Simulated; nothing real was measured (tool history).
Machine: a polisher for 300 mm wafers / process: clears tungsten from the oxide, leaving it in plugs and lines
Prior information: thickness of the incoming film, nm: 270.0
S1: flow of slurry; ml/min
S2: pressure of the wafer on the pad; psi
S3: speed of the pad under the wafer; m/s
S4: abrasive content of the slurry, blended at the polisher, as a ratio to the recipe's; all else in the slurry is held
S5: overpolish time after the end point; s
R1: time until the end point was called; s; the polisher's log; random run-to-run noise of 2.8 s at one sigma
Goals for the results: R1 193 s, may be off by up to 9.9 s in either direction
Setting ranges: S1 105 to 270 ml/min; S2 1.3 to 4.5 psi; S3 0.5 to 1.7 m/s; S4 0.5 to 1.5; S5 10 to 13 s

{"run": 1, "hour": 0.0, "S1": 175, "S2": 2.9, "S3": 1.1, "S4": 1, "S5": 13, "R1": 77.161}
{"run": 2, "hour": 2.8, "S1": 175, "S2": 2.2, "S3": 1.1, "S4": 1, "S5": 13, "R1": 101.34}
{"run": 3, "hour": 9.6, "S1": 175, "S2": 2.2, "S3": 1.28, "S4": 1, "S5": 13, "R1": 90.497}
{"run": 4, "hour": 13.3, "S1": 170, "S2": 1.9, "S3": 1.12, "S4": 0.95, "S5": 13, "R1": 116.55}
{"run": 5, "hour": 21.0, "S1": 170, "S2": 1.3, "S3": 1.12, "S4": 0.95, "S5": 13, "R1": 173.06}
{"run": 6, "hour": 22.1, "S1": 140, "S2": 1.3, "S3": 1.12, "S4": 0.95, "S5": 13, "R1": 171.7}
{"run": 7, "hour": 27.4, "S1": 140, "S2": 1.3, "S3": 1.12, "S4": 0.95, "S5": 13, "R1": 176.72}
{"run": 8, "hour": 35.9, "S1": 135, "S2": 1.3, "S3": 1.1, "S4": 0.95, "S5": 13, "R1": 182.34}

Which of these 5 next moves meets every target?
{"run": "A", "hour": 44.4, "S1": 160, "S2": 1.5, "S3": 0.98, "S4": 0.9, "S5": 13, "R1": "?"}
{"run": "B", "hour": 44.4, "S1": 165, "S2": 1.5, "S3": 0.96, "S4": 1.05, "S5": 13, "R1": "?"}
{"run": "C", "hour": 44.4, "S1": 120, "S2": 1.5, "S3": 1.04, "S4": 1, "S5": 13, "R1": "?"}
{"run": "D", "hour": 44.4, "S1": 150, "S2": 1.4, "S3": 1.1, "S4": 0.95, "S5": 10, "R1": "?"}
{"run": "E", "hour": 44.4, "S1": 105, "S2": 1.3, "S3": 1.14, "S4": 0.85, "S5": 10, "R1": "?"}

move=A R1=171.81
move=B R1=167.88
move=C R1=167.74
move=D R1=163.83
move=E R1=189.06
A: its largest miss is bigger than the last run's
B: its largest miss is bigger than the last run's
C: its largest miss is bigger than the last run's
D: its largest miss is bigger than the last run's
E: every result within its allowed miss
E meets every target.

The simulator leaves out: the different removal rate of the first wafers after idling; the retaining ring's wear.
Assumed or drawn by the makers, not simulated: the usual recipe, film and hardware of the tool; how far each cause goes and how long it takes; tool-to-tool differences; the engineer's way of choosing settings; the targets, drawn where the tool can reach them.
